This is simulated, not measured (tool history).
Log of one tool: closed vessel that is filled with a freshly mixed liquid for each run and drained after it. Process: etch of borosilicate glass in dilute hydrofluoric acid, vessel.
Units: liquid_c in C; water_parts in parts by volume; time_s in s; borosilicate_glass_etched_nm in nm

| run | day | liquid_c | water_parts | time_s | borosilicate_glass_etched_nm |
|---|---|---|---|---|---|
| 1 | 0.000 | 24.0 | 75 | 80 | 19.265 |
| 2 | 0.179 | 26.5 | 75 | 80 | 21.369 |
| 3 | 0.312 | 26.5 | 75 | 65 | 17.258 |
| 4 | 0.417 | 27.0 | 70 | 65 | 19.113 |
| 5 | 0.575 | 25.0 | 70 | 65 | 17.670 |
| 6 | 0.771 | 25.0 | 90 | 65 | 13.256 |
|  | 1.158 | hydrofluoric acid flow meter replaced |
| 7 | 1.158 | 26.0 | 80 | 65 | 17.422 |
| 8 | 1.412 | 26.5 | 75 | 65 | 19.256 |
| 9 | 1.596 | 27.0 | 70 | 65 | 21.156 |

Run 10 comes next. What will it give?
| 10 | 1.812 | 27.5 | 65 | 65 | ? |

Run 10 gave borosilicate_glass_etched_nm 23.382 nm.

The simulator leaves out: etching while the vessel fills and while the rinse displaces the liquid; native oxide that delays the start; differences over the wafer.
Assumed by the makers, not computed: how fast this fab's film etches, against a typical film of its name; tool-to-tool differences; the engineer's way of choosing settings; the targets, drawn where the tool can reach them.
